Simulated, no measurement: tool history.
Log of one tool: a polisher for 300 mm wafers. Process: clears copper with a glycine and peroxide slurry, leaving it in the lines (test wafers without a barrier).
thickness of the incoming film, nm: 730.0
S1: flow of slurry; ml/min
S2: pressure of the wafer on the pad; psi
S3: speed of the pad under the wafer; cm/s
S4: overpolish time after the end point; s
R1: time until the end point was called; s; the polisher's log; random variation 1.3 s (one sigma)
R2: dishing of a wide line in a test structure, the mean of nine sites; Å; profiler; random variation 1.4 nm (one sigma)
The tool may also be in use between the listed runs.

{"run": 1, "hour": 0.0, "S1": 215, "S2": 2.6, "S3": 112, "S4": 21, "R1": 114.34, "R2": 738.69}
{"run": 2, "hour": 8.0, "S1": 215, "S2": 2.6, "S3": 112, "S4": 23, "R1": 117.27, "R2": 774.38}
{"run": 3, "hour": 16.5, "S1": 215, "S2": 2.6, "S3": 112, "S4": 24, "R1": 116.31, "R2": 826.11}
{"run": 4, "hour": 17.7, "S1": 215, "S2": 2.6, "S3": 112, "S4": 25, "R1": 118.55, "R2": 804.68}
{"run": 5, "hour": 21.0, "S1": 215, "S2": 2.6, "S3": 112, "S4": 17, "R1": 117.78, "R2": 641.1}
{"run": 6, "hour": 26.9, "S1": 215, "S2": 2.9, "S3": 112, "S4": 17, "R1": 108.63, "R2": 676}
{"run": 7, "hour": 29.5, "S1": 215, "S2": 2.9, "S3": 112, "S4": 19, "R1": 108.49, "R2": 730.86}
{"run": 8, "hour": 30.9, "S1": 215, "S2": 2.9, "S3": 110, "S4": 21, "R1": 107.88, "R2": 780.12}
{"run": 9, "hour": 36.7, "S1": 215, "S2": 2.9, "S3": 110, "S4": 22, "R1": 108.86, "R2": 791.47}
{"run": 10, "hour": 39.2, "S1": 215, "S2": 2.9, "S3": 110, "S4": 23, "R1": 108.61, "R2": 807.92}

The next listed run, before its measurement:
{"run": 11, "hour": 39.8, "S1": 215, "S2": 2.9, "S3": 110, "S4": 24, "R1": "?", "R2": "?"}

R1: 110.75 s
R2: 841.91 Å
